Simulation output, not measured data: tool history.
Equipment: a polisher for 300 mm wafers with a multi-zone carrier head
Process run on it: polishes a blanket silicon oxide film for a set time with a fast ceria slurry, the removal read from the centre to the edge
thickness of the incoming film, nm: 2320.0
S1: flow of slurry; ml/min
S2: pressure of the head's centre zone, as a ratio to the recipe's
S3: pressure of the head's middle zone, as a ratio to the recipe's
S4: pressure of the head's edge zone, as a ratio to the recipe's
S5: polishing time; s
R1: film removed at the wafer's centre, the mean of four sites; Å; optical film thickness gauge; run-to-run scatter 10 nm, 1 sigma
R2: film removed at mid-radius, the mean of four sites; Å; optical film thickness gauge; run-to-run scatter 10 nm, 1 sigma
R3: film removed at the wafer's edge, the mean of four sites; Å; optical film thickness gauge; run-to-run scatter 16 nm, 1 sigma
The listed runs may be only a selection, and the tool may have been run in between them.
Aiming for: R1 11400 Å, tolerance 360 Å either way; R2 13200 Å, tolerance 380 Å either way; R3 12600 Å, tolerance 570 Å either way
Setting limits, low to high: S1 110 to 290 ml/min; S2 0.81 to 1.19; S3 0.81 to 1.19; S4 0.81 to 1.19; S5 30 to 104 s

run,hour,S1,S2,S3,S4,S5,R1,R2,R3
1,0,185,1,1,1,67,9706.9,9895.6,9674.5
2,5.3,190,1,1.01,1.02,68,10169,10037,9944
3,7.4,190,0.99,1.02,1.03,69,9998.9,10254,10276
4,15.6,190,0.99,1.02,1.03,60,8920.8,8903.9,8755.5
5,17.9,190,0.99,1.03,1.04,62,9050.8,9545.5,9239.2
6,25.3,190,0.99,1.03,0.97,62,9266.5,9372.9,9022.5
7,28.6,195,0.99,1.04,0.98,64,9536.9,9782.3,9468.4
8,31.8,200,0.99,1.05,0.99,65,9651.7,10104,9591.7
9,39.6,200,0.99,1.06,1,66,9656.6,10283,9924.9
10,43.2,205,1,1.07,1.01,67,9997.7,10494,9909.7
11,50.1,205,0.99,1.07,1.01,68,10027,10614,10004

Which of these 4 next moves meets every target?
A,57,290,1.14,1.02,0.95,63,?,?,?
B,57,225,0.93,1.08,1,77,?,?,?
C,57,195,0.91,1.1,1.05,83,?,?,?
D,57,235,1.03,1.19,0.86,52,?,?,?

move,R1,R2,R3
A,10987,9814.4,9480.3
B,10905,12162,11574
C,11329,13063,12551
D,8104,8817.1,7430.7
A: lands further from the targets than the last run did
B: an improvement on the last run, though not all results are within tolerance
C: meets every target
D: lands further from the targets than the last run did
Move C is the one to make.
